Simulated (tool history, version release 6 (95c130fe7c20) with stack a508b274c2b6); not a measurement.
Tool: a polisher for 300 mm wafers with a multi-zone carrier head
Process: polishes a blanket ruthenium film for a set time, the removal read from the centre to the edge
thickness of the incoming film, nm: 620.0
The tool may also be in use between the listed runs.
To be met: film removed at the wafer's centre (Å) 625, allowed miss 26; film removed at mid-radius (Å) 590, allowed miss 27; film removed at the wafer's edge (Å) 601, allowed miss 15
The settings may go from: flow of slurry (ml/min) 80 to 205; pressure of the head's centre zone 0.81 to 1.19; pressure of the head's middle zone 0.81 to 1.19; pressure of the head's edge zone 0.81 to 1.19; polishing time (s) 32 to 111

run    day  flow of slurry (ml/min)  pressure of the head's centre zone  pressure of the head's middle zone  pressure of the head's edge zone  polishing time (s)  film removed at the wafer's centre (Å)  film removed at mid-radius (Å)  film removed at the wafer's edge (Å)
  1      0                      135                                   1                                   1                                 1                  71                                  907.53                          890.85                                882.57
  2  0.162                      130                                0.99                                0.97                              0.96                  65                                  794.96                          797.04                                 782.7
  3  0.267                      130                                0.99                                0.97                              0.96                  54                                  654.74                          658.48                                655.41
  4  0.417                      145                                0.99                                0.97                              0.96                  54                                  685.27                           665.7                                669.38
  5  0.479                      135                                   1                                0.94                              0.94                  54                                  671.73                           664.4                                663.03
  6  0.729                      135                                   1                                0.97                              0.94                  54                                  656.14                          666.49                                660.44
  7  1.071                      130                                1.02                                0.94                              0.92                  53                                  666.15                           653.4                                641.04
  8  1.312                      125                                1.02                                0.91                              0.92                  52                                  650.13                           618.3                                617.01

Which of these 4 next moves meets every target?
  A  1.554                      170                                0.97                                0.81                              1.11                  47                                       ?                               ?                                     ?
  B  1.554                      145                                0.97                                0.91                              1.05                  50                                       ?                               ?                                     ?
  C  1.554                      130                                1.02                                0.89                              0.92                  50                                       ?                               ?                                     ?
  D  1.554                      130                                1.09                                0.89                              0.89                  51                                       ?                               ?                                     ?

move  film removed at the wafer's centre (Å)  film removed at mid-radius (Å)  film removed at the wafer's edge (Å)
   A                                  589.34                          553.17                                626.03
   B                                  605.68                          605.84                                 637.3
   C                                  619.43                          584.09                                597.79
   D                                   675.5                          595.57                                603.03
A: further off than the last run
B: further off than the last run
C: meets every target
D: brings the result that was furthest off to its target, and leaves another outside
Answer: C

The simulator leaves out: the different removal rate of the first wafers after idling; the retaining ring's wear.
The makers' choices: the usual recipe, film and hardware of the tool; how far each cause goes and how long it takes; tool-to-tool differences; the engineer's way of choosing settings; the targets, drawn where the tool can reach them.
